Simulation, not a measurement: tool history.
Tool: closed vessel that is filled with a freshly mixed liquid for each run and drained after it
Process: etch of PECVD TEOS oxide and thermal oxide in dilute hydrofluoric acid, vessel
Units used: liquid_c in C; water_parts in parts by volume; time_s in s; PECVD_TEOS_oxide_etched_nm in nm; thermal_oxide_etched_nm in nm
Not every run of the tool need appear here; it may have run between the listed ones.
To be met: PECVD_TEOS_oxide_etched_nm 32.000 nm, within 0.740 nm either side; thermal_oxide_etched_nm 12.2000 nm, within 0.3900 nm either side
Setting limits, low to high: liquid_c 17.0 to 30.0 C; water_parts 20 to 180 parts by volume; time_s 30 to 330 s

{"run": 1, "day": 0.0, "liquid_c": 22.0, "water_parts": 100, "time_s": 170, "PECVD_TEOS_oxide_etched_nm": 16.344, "thermal_oxide_etched_nm": 6.2911}
{"run": 2, "day": 0.3, "liquid_c": 25.0, "water_parts": 100, "time_s": 170, "PECVD_TEOS_oxide_etched_nm": 18.829, "thermal_oxide_etched_nm": 7.1002}
{"run": 3, "day": 0.571, "liquid_c": 25.0, "water_parts": 100, "time_s": 235, "PECVD_TEOS_oxide_etched_nm": 26.003, "thermal_oxide_etched_nm": 9.7918}
{"run": 4, "day": 0.638, "liquid_c": 26.5, "water_parts": 100, "time_s": 235, "PECVD_TEOS_oxide_etched_nm": 27.502, "thermal_oxide_etched_nm": 10.513}
{"run": 5, "day": 0.954, "liquid_c": 27.5, "water_parts": 100, "time_s": 235, "PECVD_TEOS_oxide_etched_nm": 28.609, "thermal_oxide_etched_nm": 10.909}
{"run": 6, "day": 1.058, "liquid_c": 28.0, "water_parts": 100, "time_s": 235, "PECVD_TEOS_oxide_etched_nm": 29.04, "thermal_oxide_etched_nm": 11.164}
{"run": 7, "day": 1.146, "liquid_c": 28.5, "water_parts": 100, "time_s": 235, "PECVD_TEOS_oxide_etched_nm": 29.86, "thermal_oxide_etched_nm": 11.412}
{"run": 8, "day": 1.438, "liquid_c": 29.0, "water_parts": 100, "time_s": 235, "PECVD_TEOS_oxide_etched_nm": 30.72, "thermal_oxide_etched_nm": 11.623}
{"run": 9, "day": 1.817, "liquid_c": 29.5, "water_parts": 100, "time_s": 235, "PECVD_TEOS_oxide_etched_nm": 31.129, "thermal_oxide_etched_nm": 11.607}

4 next moves are on the table. One of them brings every result within its allowed miss. Which?
{"run": "A", "day": 2.196, "liquid_c": 25.5, "water_parts": 85, "time_s": 255, "PECVD_TEOS_oxide_etched_nm": "?", "thermal_oxide_etched_nm": "?"}
{"run": "B", "day": 2.196, "liquid_c": 30.0, "water_parts": 95, "time_s": 240, "PECVD_TEOS_oxide_etched_nm": "?", "thermal_oxide_etched_nm": "?"}
{"run": "C", "day": 2.196, "liquid_c": 23.5, "water_parts": 90, "time_s": 295, "PECVD_TEOS_oxide_etched_nm": "?", "thermal_oxide_etched_nm": "?"}
{"run": "D", "day": 2.196, "liquid_c": 30.0, "water_parts": 105, "time_s": 250, "PECVD_TEOS_oxide_etched_nm": "?", "thermal_oxide_etched_nm": "?"}

move=A PECVD_TEOS_oxide_etched_nm=34.481 thermal_oxide_etched_nm=12.9530
move=B PECVD_TEOS_oxide_etched_nm=34.234 thermal_oxide_etched_nm=12.8610
move=C PECVD_TEOS_oxide_etched_nm=34.524 thermal_oxide_etched_nm=12.9690
move=D PECVD_TEOS_oxide_etched_nm=31.837 thermal_oxide_etched_nm=11.9600
A: moves the result that the last run missed by most past its target, out the other side
B: moves the result that the last run missed by most past its target, out the other side
C: moves the result that the last run missed by most past its target, out the other side
D: all results land within tolerance of their targets
So the answer is move D, the one that meets all the targets.

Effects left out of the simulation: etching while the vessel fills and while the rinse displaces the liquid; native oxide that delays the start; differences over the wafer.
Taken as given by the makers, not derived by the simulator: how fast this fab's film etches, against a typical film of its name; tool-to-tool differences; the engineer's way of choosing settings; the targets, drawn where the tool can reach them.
